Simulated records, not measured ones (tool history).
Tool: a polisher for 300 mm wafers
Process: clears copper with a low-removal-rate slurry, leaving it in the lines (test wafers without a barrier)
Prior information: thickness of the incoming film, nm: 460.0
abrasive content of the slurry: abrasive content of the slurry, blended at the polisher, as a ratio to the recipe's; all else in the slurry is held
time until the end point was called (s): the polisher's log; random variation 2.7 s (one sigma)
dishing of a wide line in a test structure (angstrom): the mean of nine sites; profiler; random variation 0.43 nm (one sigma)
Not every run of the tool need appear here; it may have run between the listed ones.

run    day  flow of slurry (ml/min)  pressure of the wafer on the pad (psi)  speed of the pad under the wafer (cm/s)  abrasive content of the slurry  overpolish time after the end point (s)  time until the end point was called (s)  dishing of a wide line in a test structure (angstrom)
  1  0.000                      170                                     2.3                                      122                            1.00                                       10                                   146.26                                                 200.93
  2  0.221                      170                                     2.3                                      122                            1.00                                       11                                   142.53                                                 213.09
  3  0.317                      170                                     2.3                                      122                            1.10                                       11                                   145.56                                                 226.47
  4  0.533                      170                                     2.9                                      122                            1.10                                       11                                   118.02                                                 274.61
  5  0.892                      170                                     2.7                                      120                            1.15                                       12                                   124.52                                                 271.61
  6  1.008                      170                                     2.7                                      120                            1.15                                       10                                   125.28                                                 239.91
  7  1.275                      170                                     2.6                                      118                            1.20                                       11                                   134.10                                                 238.23

Estimate the outcome of run 8 from the log above:
  8  1.375                      170                                     2.5                                      118                            1.20                                       12                                        ?                                                      ?

Run 8 gave time until the end point was called (s) 136.18, dishing of a wide line in a test structure (angstrom) 254.20.
